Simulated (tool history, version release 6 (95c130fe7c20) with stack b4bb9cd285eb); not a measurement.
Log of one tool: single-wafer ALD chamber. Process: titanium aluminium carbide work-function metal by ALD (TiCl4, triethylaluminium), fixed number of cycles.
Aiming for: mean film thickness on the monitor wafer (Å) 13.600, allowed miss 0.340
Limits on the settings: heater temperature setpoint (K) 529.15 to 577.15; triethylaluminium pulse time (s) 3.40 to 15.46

| run | hour | heater temperature setpoint (K) | triethylaluminium pulse time (s) | mean film thickness on the monitor wafer (Å) |
|---|---|---|---|---|
| 1 | 0.0 | 553.15 | 9.43 | 17.599 |
| 2 | 7.3 | 560.15 | 9.43 | 18.067 |
| 3 | 8.6 | 552.15 | 9.43 | 17.492 |
| 4 | 10.3 | 556.15 | 9.43 | 17.899 |
| 5 | 11.9 | 556.15 | 8.18 | 17.403 |
| 6 | 18.4 | 548.15 | 6.82 | 15.909 |
|  | 22.6 | thermocouple changed; heater temperature recalibrated |
| 7 | 22.6 | 544.15 | 6.11 | 15.627 |
| 8 | 25.8 | 544.15 | 6.11 | 15.672 |
| 9 | 31.4 | 532.15 | 3.40 | 10.730 |
| 10 | 39.9 | 536.15 | 3.47 | 11.157 |
| 11 | 46.7 | 541.15 | 3.57 | 11.652 |
| 12 | 53.4 | 546.15 | 3.80 | 12.407 |
| 13 | 54.4 | 549.15 | 3.95 | 12.760 |
| 14 | 62.4 | 559.15 | 4.87 | 15.076 |
| 15 | 67.3 | 556.15 | 4.75 | 14.639 |
| 16 | 71.4 | 554.15 | 4.67 | 14.595 |
| 17 | 74.2 | 552.15 | 4.61 | 14.242 |
| 18 | 80.8 | 551.15 | 4.57 | 14.120 |
| 19 | 83.2 | 544.15 | 3.73 | 12.073 |
| 20 | 91.9 | 547.15 | 3.81 | 12.507 |
| 21 | 93.6 | 550.15 | 3.88 | 12.809 |
| 22 | 98.6 | 552.15 | 3.94 | 12.961 |
| 23 | 106.1 | 554.15 | 4.01 | 13.182 |

Exactly one of the 5 candidate moves below puts every result within its allowed miss. Which one?
| A | 113.6 | 548.15 | 4.45 | ? |
| B | 113.6 | 558.15 | 4.57 | ? |
| C | 113.6 | 557.15 | 4.59 | ? |
| D | 113.6 | 555.15 | 4.66 | ? |
| E | 113.6 | 556.15 | 4.67 | ? |

| move | mean film thickness on the monitor wafer (Å) |
|---|---|
| A | 13.680 |
| B | 14.463 |
| C | 14.438 |
| D | 14.437 |
| E | 14.512 |
A: all results in spec
B: the result that was furthest off in the last run now lies on the other side of its target
C: the result that was furthest off in the last run now lies on the other side of its target
D: the result that was furthest off in the last run now lies on the other side of its target
E: the result that was furthest off in the last run now lies on the other side of its target
The right move is A.

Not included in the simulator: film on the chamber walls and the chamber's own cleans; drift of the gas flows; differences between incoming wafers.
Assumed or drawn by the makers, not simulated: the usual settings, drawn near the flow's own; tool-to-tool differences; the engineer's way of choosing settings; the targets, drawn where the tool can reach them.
